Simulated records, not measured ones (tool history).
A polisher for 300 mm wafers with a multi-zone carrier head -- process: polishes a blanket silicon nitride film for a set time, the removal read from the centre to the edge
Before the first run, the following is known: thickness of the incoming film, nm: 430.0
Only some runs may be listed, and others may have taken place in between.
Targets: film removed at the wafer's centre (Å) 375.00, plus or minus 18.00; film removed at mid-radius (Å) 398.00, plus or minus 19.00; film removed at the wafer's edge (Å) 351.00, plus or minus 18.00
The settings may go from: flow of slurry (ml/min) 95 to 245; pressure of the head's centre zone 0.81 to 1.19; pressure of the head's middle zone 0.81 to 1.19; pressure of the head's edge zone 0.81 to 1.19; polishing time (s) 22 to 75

run  hour  flow of slurry (ml/min)  pressure of the head's centre zone  pressure of the head's middle zone  pressure of the head's edge zone  polishing time (s)  film removed at the wafer's centre (Å)  film removed at mid-radius (Å)  film removed at the wafer's edge (Å)
  1   0.0                      155                                1.00                                1.00                              1.00                  48                                  574.18                          571.38                                570.45
  2   3.2                      155                                1.05                                1.00                              1.00                  48                                  605.43                          559.46                                566.62
  3   7.2                      155                                1.04                                1.01                              0.98                  44                                  541.95                          529.33                                522.14
  4  11.8                      155                                1.04                                0.96                              0.98                  44                                  543.12                          517.16                                526.81
  5  13.3                      155                                1.04                                0.96                              0.98                  35                                  439.80                          413.37                                414.60
  6  16.7                      155                                1.04                                0.98                              0.96                  34                                  426.35                          393.27                                403.27
  7  24.2                      200                                0.98                                1.08                              0.88                  27                                  324.88                          363.95                                309.24
  8  32.3                      200                                0.98                                1.08                              0.88                  27                                  324.44                          353.36                                310.67

Which one of the following 5 next-run settings gets every result inside its allowed miss? There is exactly one.
  A  40.4                      235                                0.84                                1.17                              0.86                  26                                       ?                               ?                                     ?
  B  40.4                      180                                1.03                                1.02                              0.86                  28                                       ?                               ?                                     ?
  C  40.4                      165                                1.00                                1.09                              0.88                  31                                       ?                               ?                                     ?
  D  40.4                      195                                1.12                                1.09                              0.81                  24                                       ?                               ?                                     ?
  E  40.4                      210                                0.81                                1.13                              0.85                  28                                       ?                               ?                                     ?

move  film removed at the wafer's centre (Å)  film removed at mid-radius (Å)  film removed at the wafer's edge (Å)
   A                                  275.01                          378.83                                312.17
   B                                  348.97                          349.57                                327.97
   C                                  369.46                          404.00                                362.75
   D                                  329.93                          320.66                                276.22
   E                                  280.91                          390.40                                331.15
A: the biggest miss grows against the last run
B: better than the last run, though not everything is in spec
C: meets every target
D: the biggest miss grows against the last run
E: the biggest miss grows against the last run
The move that meets every target is C.
